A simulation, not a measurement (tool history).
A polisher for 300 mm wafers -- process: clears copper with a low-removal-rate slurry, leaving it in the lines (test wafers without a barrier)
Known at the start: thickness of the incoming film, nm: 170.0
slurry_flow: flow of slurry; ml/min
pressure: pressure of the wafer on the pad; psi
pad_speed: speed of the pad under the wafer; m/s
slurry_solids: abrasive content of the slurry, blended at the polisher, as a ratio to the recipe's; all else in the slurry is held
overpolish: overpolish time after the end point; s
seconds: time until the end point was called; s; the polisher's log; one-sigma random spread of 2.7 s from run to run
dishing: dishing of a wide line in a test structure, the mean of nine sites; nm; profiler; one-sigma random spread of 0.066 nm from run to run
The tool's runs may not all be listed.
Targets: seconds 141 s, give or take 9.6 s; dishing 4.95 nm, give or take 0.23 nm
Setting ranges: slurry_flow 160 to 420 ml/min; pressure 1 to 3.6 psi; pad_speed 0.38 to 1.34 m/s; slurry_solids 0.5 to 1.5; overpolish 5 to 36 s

run 1 hour=0 | slurry_flow=270 pressure=2.3 pad_speed=0.86 slurry_solids=1 overpolish=18 | seconds=96.661 dishing=24.516
run 2 hour=3.7 | slurry_flow=270 pressure=2.3 pad_speed=0.68 slurry_solids=1 overpolish=18 | seconds=123.96 dishing=19.397
run 3 hour=7.2 | slurry_flow=270 pressure=1.9 pad_speed=0.68 slurry_solids=1 overpolish=18 | seconds=151.66 dishing=16.229
run 4 hour=8 | slurry_flow=270 pressure=1.9 pad_speed=0.68 slurry_solids=1 overpolish=13 | seconds=146.64 dishing=12.109
run 5 hour=15.5 | slurry_flow=280 pressure=1.8 pad_speed=0.68 slurry_solids=1.05 overpolish=11 | seconds=146.15 dishing=9.8819
run 6 hour=19.2 | slurry_flow=300 pressure=1.7 pad_speed=0.68 slurry_solids=1.15 overpolish=10 | seconds=161.37 dishing=8.5301
run 7 hour=21.9 | slurry_flow=325 pressure=1.6 pad_speed=0.72 slurry_solids=1.2 overpolish=9 | seconds=155.3 dishing=8.0111
run 8 hour=23.6 | slurry_flow=325 pressure=1.6 pad_speed=0.72 slurry_solids=1.2 overpolish=9 | seconds=154.23 dishing=7.8141
run 9 hour=32.2 | slurry_flow=345 pressure=1.5 pad_speed=0.76 slurry_solids=1.25 overpolish=8 | seconds=154.01 dishing=7.0981
run 10 hour=38.7 | slurry_flow=420 pressure=1 pad_speed=0.94 slurry_solids=1.5 overpolish=5 | seconds=177.38 dishing=3.9373
run 11 hour=44.8 | slurry_flow=415 pressure=1 pad_speed=0.96 slurry_solids=1.5 overpolish=5 | seconds=176.26 dishing=4.0319
run 12 hour=53.5 | slurry_flow=415 pressure=1.1 pad_speed=0.98 slurry_solids=1.5 overpolish=5 | seconds=152.69 dishing=4.4088
run 13 hour=55.4 | slurry_flow=410 pressure=1.1 pad_speed=0.98 slurry_solids=1.5 overpolish=5 | seconds=161.13 dishing=4.3906

Pick the move, out of 4, that brings all results within their allowed miss; only one does.
run A hour=57.3 | slurry_flow=420 pressure=1.1 pad_speed=1.1 slurry_solids=1.5 overpolish=5 | seconds=? dishing=?
run B hour=57.3 | slurry_flow=390 pressure=1.3 pad_speed=1.08 slurry_solids=1.4 overpolish=5 | seconds=? dishing=?
run C hour=57.3 | slurry_flow=420 pressure=1.6 pad_speed=0.88 slurry_solids=1.45 overpolish=5 | seconds=? dishing=?
run D hour=57.3 | slurry_flow=405 pressure=1 pad_speed=0.96 slurry_solids=1.3 overpolish=5 | seconds=? dishing=?

move=A seconds=132.81 dishing=4.9997
move=B seconds=117.36 dishing=5.6514
move=C seconds=116.28 dishing=5.7156
move=D seconds=169.98 dishing=3.9244
A: each result inside its tolerance
B: takes the biggest miss from the last run beyond its target
C: takes the biggest miss from the last run beyond its target
D: misses by more than the last run did
A meets every target.
